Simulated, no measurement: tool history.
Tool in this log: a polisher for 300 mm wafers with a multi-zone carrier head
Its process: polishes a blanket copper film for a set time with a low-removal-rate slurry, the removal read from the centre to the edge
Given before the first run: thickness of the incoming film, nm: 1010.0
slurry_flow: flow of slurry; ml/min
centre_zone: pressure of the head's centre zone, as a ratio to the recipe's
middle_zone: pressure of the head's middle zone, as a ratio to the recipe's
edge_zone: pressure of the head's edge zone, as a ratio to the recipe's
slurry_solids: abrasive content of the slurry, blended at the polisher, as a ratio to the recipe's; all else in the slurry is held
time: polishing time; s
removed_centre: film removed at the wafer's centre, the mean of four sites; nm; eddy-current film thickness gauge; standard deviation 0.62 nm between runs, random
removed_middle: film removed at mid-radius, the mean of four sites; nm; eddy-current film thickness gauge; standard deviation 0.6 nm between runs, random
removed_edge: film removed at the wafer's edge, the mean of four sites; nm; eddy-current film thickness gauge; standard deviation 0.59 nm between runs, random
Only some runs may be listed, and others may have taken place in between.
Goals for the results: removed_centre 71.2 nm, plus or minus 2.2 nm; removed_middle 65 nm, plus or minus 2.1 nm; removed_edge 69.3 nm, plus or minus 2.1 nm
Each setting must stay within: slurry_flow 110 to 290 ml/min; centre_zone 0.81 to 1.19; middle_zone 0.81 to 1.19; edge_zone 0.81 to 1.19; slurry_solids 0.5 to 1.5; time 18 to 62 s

run	day	slurry_flow	centre_zone	middle_zone	edge_zone	slurry_solids	time	removed_centre	removed_middle	removed_edge
1	0	185	1	1	1	1	40	91.854	92.212	93.608
2	0.25	180	1	0.98	0.98	0.9	39	86.68	85.365	89.2
3	0.317	180	1	1.06	0.98	0.9	39	84.644	92.674	88.26
4	0.55	150	1	1.06	0.98	0.9	39	81.586	88.02	85.668
# day 0.762: slurry nozzle cleaned
5	0.762	150	1.01	1.04	0.96	0.85	38	86.861	89.154	86.618
6	0.867	150	1.01	1.03	0.96	0.85	36	81.111	83.55	79.647
7	1.125	145	1	1.01	0.96	0.8	35	77.958	80.096	76.075
8	1.412	140	0.99	0.98	0.97	0.75	35	75.541	74.344	77.147
9	1.562	140	0.99	0.97	0.96	0.7	35	73.845	74.17	74.434
10	1.65	140	0.99	0.95	0.95	0.7	35	72.278	73.393	75.066
11	1.829	130	1.09	0.87	0.88	0.5	34	71.673	60.397	65.634
12	1.858	135	1.08	0.88	0.89	0.5	34	71.482	60.875	65.59
13	1.917	135	1.07	0.89	0.9	0.5	34	70.891	62.34	66.636
14	2.229	135	1.07	0.89	0.91	0.5	34	71.807	62.714	67.163

4 candidate next runs follow, results not yet known. Just one meets every target within its allowed miss. Identify it.
A	2.542	110	1.08	0.89	0.83	0.5	36	?	?	?
B	2.542	120	1.01	0.87	0.87	0.6	36	?	?	?
C	2.542	120	1.08	0.81	0.94	0.55	36	?	?	?
D	2.542	140	1.02	0.84	0.99	0.6	34	?	?	?

move	removed_centre	removed_middle	removed_edge
A	70.519	61.983	64.804
B	70.267	64.624	69.72
C	73.931	59.937	71.138
D	70.158	61.725	71.96
A: moves away from the targets compared with the last run
B: in spec on every target
C: moves away from the targets compared with the last run
D: moves away from the targets compared with the last run
Answer: B
